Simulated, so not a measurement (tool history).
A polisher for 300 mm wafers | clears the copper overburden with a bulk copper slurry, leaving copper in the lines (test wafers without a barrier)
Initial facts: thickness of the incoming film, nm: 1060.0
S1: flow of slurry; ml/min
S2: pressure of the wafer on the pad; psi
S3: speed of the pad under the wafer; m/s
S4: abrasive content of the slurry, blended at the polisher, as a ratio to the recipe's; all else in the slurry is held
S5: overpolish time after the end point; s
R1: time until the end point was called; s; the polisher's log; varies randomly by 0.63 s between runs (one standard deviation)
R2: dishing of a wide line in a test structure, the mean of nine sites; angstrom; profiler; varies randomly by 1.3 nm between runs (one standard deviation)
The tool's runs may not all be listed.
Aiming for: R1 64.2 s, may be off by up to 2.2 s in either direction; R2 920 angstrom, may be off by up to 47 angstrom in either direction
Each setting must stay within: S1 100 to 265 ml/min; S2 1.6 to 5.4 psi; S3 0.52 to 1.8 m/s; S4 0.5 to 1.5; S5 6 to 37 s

Run 1, hour 0: S1 170 ml/min, S2 3.5 psi, S3 1.16 m/s, S4 1, S5 19 s. Result: R1 91.57 s, R2 761.46 angstrom.
Run 2, hour 0.8: S1 170 ml/min, S2 3.5 psi, S3 1.02 m/s, S4 1, S5 19 s. Result: R1 102.7 s, R2 751.56 angstrom.
Run 3, hour 8.2: S1 170 ml/min, S2 3.5 psi, S3 0.92 m/s, S4 1, S5 19 s. Result: R1 114.41 s, R2 716.14 angstrom.
Run 4, hour 14.5: S1 170 ml/min, S2 3.5 psi, S3 0.92 m/s, S4 1, S5 14 s. Result: R1 114.78 s, R2 628.19 angstrom.
Run 5, hour 17: S1 170 ml/min, S2 3.5 psi, S3 0.92 m/s, S4 0.85, S5 14 s. Result: R1 116.87 s, R2 591.75 angstrom.
Run 6, hour 24.9: S1 170 ml/min, S2 3.8 psi, S3 0.92 m/s, S4 0.85, S5 15 s. Result: R1 108.01 s, R2 655.29 angstrom.
Run 7, hour 26.6: S1 175 ml/min, S2 4 psi, S3 0.92 m/s, S4 0.85, S5 15 s. Result: R1 101.37 s, R2 663.35 angstrom.
Run 8, hour 28.9: S1 175 ml/min, S2 4.2 psi, S3 0.92 m/s, S4 0.85, S5 15 s. Result: R1 99.751 s, R2 691.19 angstrom.
Run 9, hour 31.5: S1 175 ml/min, S2 4.4 psi, S3 0.94 m/s, S4 0.85, S5 15 s. Result: R1 92.875 s, R2 703.66 angstrom.
Run 10, hour 33.6: S1 175 ml/min, S2 4.5 psi, S3 0.96 m/s, S4 0.85, S5 15 s. Result: R1 87.646 s, R2 726.96 angstrom.
Run 11, hour 39.7: S1 175 ml/min, S2 4.6 psi, S3 0.96 m/s, S4 0.85, S5 15 s. Result: R1 88.527 s, R2 728.71 angstrom.
Run 12, hour 47: S1 175 ml/min, S2 4.6 psi, S3 0.96 m/s, S4 0.85, S5 15 s. Result: R1 88.344 s, R2 708.93 angstrom.
Run 13, hour 49.3: S1 180 ml/min, S2 4.7 psi, S3 0.98 m/s, S4 0.85, S5 16 s. Result: R1 83.898 s, R2 762.23 angstrom.
Run 14, hour 58: S1 180 ml/min, S2 4.8 psi, S3 1 m/s, S4 0.85, S5 16 s. Result: R1 79.803 s, R2 783.03 angstrom.
Run 15, hour 65.9: S1 185 ml/min, S2 4.9 psi, S3 1 m/s, S4 0.85, S5 16 s. Result: R1 78.615 s, R2 793.68 angstrom.
Run 16, hour 74.5: S1 185 ml/min, S2 5 psi, S3 1.02 m/s, S4 0.85, S5 16 s. Result: R1 75.184 s, R2 816.1 angstrom.
Run 17, hour 77.5: S1 185 ml/min, S2 5.1 psi, S3 1.02 m/s, S4 0.85, S5 16 s. Result: R1 74.191 s, R2 819.26 angstrom.
Run 18, hour 84.9: S1 185 ml/min, S2 5.1 psi, S3 1.04 m/s, S4 0.85, S5 16 s. Result: R1 73.72 s, R2 802.03 angstrom.

Consider the 5 candidate settings below. Which is the only one whose results all fall within their allowed miss of target?
Run A, hour 92.3: S1 195 ml/min, S2 5.4 psi, S3 1.16 m/s, S4 0.95, S5 18 s. Result: R1 ?, R2 ?.
Run B, hour 92.3: S1 200 ml/min, S2 5.4 psi, S3 1.1 m/s, S4 0.9, S5 13 s. Result: R1 ?, R2 ?.
Run C, hour 92.3: S1 185 ml/min, S2 5.1 psi, S3 1.16 m/s, S4 0.95, S5 20 s. Result: R1 ?, R2 ?.
Run D, hour 92.3: S1 165 ml/min, S2 5.3 psi, S3 1.06 m/s, S4 0.85, S5 21 s. Result: R1 ?, R2 ?.
Run E, hour 92.3: S1 205 ml/min, S2 4.4 psi, S3 1.38 m/s, S4 0.85, S5 16 s. Result: R1 ?, R2 ?.

move      R1      R2
   A  60.552  923.16
   B  64.033  816.66
   C  64.307  926.59
   D  69.774   923.9
   E  63.485  861.55
A: the result that was furthest off in the last run now lies on the other side of its target
B: meets the target for the result that was furthest off, but another lies outside its allowed miss
C: every result within its allowed miss
D: nearer than the last run, and not there yet
E: meets the target for the result that was furthest off, but another lies outside its allowed miss
The right move is C.
